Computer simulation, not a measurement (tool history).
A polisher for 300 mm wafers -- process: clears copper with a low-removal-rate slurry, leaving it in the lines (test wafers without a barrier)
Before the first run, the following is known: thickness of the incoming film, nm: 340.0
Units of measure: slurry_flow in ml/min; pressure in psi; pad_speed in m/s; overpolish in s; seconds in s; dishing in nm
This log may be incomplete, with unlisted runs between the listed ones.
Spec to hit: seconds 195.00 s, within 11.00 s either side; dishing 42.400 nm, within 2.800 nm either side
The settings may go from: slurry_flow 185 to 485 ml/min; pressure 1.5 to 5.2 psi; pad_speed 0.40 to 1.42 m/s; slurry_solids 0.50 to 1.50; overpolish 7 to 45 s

Run 1, hour 0.0: slurry_flow 310 ml/min, pressure 3.3 psi, pad_speed 0.90 m/s, slurry_solids 1.00, overpolish 23 s. Result: seconds 138.05 s, dishing 39.135 nm.
Run 2, hour 1.2: slurry_flow 310 ml/min, pressure 2.9 psi, pad_speed 0.90 m/s, slurry_solids 1.00, overpolish 23 s. Result: seconds 156.12 s, dishing 33.361 nm.
Run 3, hour 7.2: slurry_flow 310 ml/min, pressure 2.9 psi, pad_speed 0.90 m/s, slurry_solids 1.00, overpolish 19 s. Result: seconds 151.32 s, dishing 28.983 nm.
Run 4, hour 9.5: slurry_flow 310 ml/min, pressure 2.8 psi, pad_speed 0.88 m/s, slurry_solids 1.00, overpolish 24 s. Result: seconds 162.35 s, dishing 34.786 nm.
Run 5, hour 15.6: slurry_flow 310 ml/min, pressure 2.8 psi, pad_speed 0.88 m/s, slurry_solids 0.90, overpolish 24 s. Result: seconds 161.60 s, dishing 33.392 nm.
Run 6, hour 18.2: slurry_flow 310 ml/min, pressure 2.7 psi, pad_speed 0.86 m/s, slurry_solids 0.90, overpolish 27 s. Result: seconds 179.64 s, dishing 35.080 nm.
Run 7, hour 27.1: slurry_flow 310 ml/min, pressure 2.7 psi, pad_speed 0.86 m/s, slurry_solids 0.90, overpolish 29 s. Result: seconds 174.05 s, dishing 37.359 nm.
Run 8, hour 31.0: slurry_flow 310 ml/min, pressure 2.6 psi, pad_speed 0.86 m/s, slurry_solids 0.90, overpolish 31 s. Result: seconds 180.32 s, dishing 37.931 nm.
Run 9, hour 35.8: slurry_flow 310 ml/min, pressure 2.6 psi, pad_speed 0.86 m/s, slurry_solids 0.90, overpolish 33 s. Result: seconds 182.81 s, dishing 40.733 nm.

4 next moves are on the table. One of them brings every result within its allowed miss. Which?
Run A, hour 40.6: slurry_flow 240 ml/min, pressure 3.0 psi, pad_speed 0.92 m/s, slurry_solids 0.90, overpolish 30 s. Result: seconds ?, dishing ?.
Run B, hour 40.6: slurry_flow 305 ml/min, pressure 2.9 psi, pad_speed 0.82 m/s, slurry_solids 0.80, overpolish 41 s. Result: seconds ?, dishing ?.
Run C, hour 40.6: slurry_flow 295 ml/min, pressure 2.8 psi, pad_speed 0.86 m/s, slurry_solids 0.85, overpolish 32 s. Result: seconds ?, dishing ?.
Run D, hour 40.6: slurry_flow 280 ml/min, pressure 2.8 psi, pad_speed 0.72 m/s, slurry_solids 0.95, overpolish 36 s. Result: seconds ?, dishing ?.

move  seconds  dishing
   A   151.89   43.908
   B   172.20   51.002
   C   169.69   42.070
   D   191.13   42.027
A: its largest miss is bigger than the last run's
B: its largest miss is bigger than the last run's
C: its largest miss is bigger than the last run's
D: meets every target
D is the move that brings every result within its allowed miss.

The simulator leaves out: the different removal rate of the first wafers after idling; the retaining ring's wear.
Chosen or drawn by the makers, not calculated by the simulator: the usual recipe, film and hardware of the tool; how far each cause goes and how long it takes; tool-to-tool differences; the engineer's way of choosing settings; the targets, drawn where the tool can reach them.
